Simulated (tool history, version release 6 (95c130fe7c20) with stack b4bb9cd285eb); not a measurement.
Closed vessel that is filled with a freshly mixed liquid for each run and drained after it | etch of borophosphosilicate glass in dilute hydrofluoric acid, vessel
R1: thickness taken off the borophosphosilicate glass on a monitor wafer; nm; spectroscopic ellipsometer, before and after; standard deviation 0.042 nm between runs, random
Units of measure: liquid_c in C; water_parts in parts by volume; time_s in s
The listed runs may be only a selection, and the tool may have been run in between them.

Run 1, day 0: liquid_c 26 C, water_parts 225 parts by volume, time_s 40 s. Result: R1 5.2175 nm.
Run 2, day 0.117: liquid_c 28 C, water_parts 215 parts by volume, time_s 40 s. Result: R1 5.9585 nm.
Run 3, day 0.162: liquid_c 29.5 C, water_parts 210 parts by volume, time_s 40 s. Result: R1 6.4205 nm.
Run 4, day 0.529: liquid_c 29.5 C, water_parts 245 parts by volume, time_s 40 s. Result: R1 5.2744 nm.
Run 5, day 0.792: liquid_c 30.5 C, water_parts 230 parts by volume, time_s 40 s. Result: R1 5.9624 nm.
Run 6, day 1.121: liquid_c 33.5 C, water_parts 230 parts by volume, time_s 40 s. Result: R1 6.5702 nm.
Run 7, day 1.242: liquid_c 34 C, water_parts 175 parts by volume, time_s 40 s. Result: R1 9.425 nm.

What will run 8 give?
Run 8, day 1.333: liquid_c 33.5 C, water_parts 175 parts by volume, time_s 40 s. Result: R1 ?.

R1: 9.2312 nm

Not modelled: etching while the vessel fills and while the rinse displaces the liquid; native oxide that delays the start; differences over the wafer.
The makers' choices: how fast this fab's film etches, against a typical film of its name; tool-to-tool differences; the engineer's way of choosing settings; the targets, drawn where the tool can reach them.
